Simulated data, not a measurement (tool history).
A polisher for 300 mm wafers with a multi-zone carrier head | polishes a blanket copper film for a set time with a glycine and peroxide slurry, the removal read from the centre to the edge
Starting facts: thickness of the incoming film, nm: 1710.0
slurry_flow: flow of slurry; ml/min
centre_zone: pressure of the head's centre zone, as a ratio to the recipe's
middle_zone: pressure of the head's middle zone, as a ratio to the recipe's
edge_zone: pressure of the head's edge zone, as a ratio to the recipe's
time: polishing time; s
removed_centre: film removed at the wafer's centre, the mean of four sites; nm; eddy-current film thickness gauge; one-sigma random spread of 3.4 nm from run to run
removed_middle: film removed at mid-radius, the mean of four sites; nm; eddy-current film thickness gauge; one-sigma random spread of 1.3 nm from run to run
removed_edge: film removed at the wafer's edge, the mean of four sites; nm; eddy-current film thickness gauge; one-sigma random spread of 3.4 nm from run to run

run	day	slurry_flow	centre_zone	middle_zone	edge_zone	time	removed_centre	removed_middle	removed_edge
1	0	290	1	1	1	76	421.82	433.67	430.44
2	0.05	275	1	0.94	0.97	63	349.81	341.37	345.84
3	0.1	275	1	0.94	0.97	54	298.56	294.36	295.39
4	0.333	235	1	0.94	0.97	54	290.07	288.92	296.35
5	0.408	305	1	0.94	0.97	54	292.37	298.08	299.1
6	0.712	305	0.93	0.94	0.97	54	277.21	297.59	297.23

What will run 7 give?
7	0.975	280	0.96	0.9	0.97	50	?	?	?

removed_centre: 266.85 nm
removed_middle: 263.42 nm
removed_edge: 269.26 nm
